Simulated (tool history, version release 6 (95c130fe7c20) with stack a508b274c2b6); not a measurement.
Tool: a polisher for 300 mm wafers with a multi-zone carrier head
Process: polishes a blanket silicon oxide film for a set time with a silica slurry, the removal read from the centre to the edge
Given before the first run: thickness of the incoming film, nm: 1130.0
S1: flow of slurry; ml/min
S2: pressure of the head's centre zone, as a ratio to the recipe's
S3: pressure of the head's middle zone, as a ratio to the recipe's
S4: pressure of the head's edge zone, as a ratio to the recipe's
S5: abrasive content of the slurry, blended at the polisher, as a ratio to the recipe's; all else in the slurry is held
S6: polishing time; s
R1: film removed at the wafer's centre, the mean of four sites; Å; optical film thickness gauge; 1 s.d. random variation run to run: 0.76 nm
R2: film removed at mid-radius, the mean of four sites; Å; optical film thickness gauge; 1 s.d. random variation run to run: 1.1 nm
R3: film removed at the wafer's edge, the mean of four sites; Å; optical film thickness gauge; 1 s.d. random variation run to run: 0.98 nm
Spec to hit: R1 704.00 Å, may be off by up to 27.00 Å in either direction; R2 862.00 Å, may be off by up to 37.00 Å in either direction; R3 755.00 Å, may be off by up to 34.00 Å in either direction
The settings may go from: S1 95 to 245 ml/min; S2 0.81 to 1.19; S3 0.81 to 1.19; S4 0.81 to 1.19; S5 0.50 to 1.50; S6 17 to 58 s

run    day   S1    S2    S3    S4    S5  S6       R1       R2       R3
  1  0.000  155  1.00  1.00  1.00  1.00  37  1190.80  1200.60  1166.80
  2  0.375  155  1.00  1.00  1.00  1.00  30   968.38   980.46   940.42
  3  0.712  155  0.96  1.00  1.00  1.00  30   943.38   984.45   955.91
  4  0.817  155  0.96  1.04  1.00  1.00  30   944.08  1005.10   920.44
  5  0.842  170  0.96  1.04  1.00  1.00  30   951.55  1035.40   964.25
  6  0.988  140  0.96  1.04  1.00  1.00  30   899.16  1002.80   958.59
  7  1.017  145  0.93  1.05  0.98  0.90  30   842.14   916.23   866.84
  8  1.225  140  0.90  1.08  0.95  0.90  30   804.14   955.97   869.72
  9  1.371  140  0.89  1.09  0.93  0.85  30   761.29   920.41   805.15
 10  1.462  135  0.88  1.08  0.91  0.85  30   752.44   902.31   811.15
 11  1.671  130  0.88  1.08  0.89  0.85  30   734.83   910.64   787.63
 12  1.821  125  0.88  1.07  0.88  0.85  30   741.98   881.88   765.80

Below are 5 possible settings for the next run. Only one of them brings all results inside the allowed miss of their targets. Which is it?
  A  1.971  130  0.94  1.05  0.82  0.80  31   ?   ?   ?
  B  1.971  145  0.85  1.05  0.84  0.95  27   ?   ?   ?
  C  1.971  130  0.81  1.03  0.94  0.85  28   ?   ?   ?
  D  1.971  135  0.97  1.17  0.81  0.80  30   ?   ?   ?
  E  1.971  135  0.92  1.06  0.81  0.85  30   ?   ?   ?

move      R1      R2      R3
   A  776.04  880.91  755.65
   B  700.04  877.29  754.70
   C  628.31  815.89  754.08
   D  783.19  943.09  730.75
   E  772.92  902.92  762.39
A: moves away from the targets compared with the last run
B: every result within its allowed miss
C: takes the result that was furthest off past its target
D: moves away from the targets compared with the last run
E: moves away from the targets compared with the last run
The move that meets every target is B.
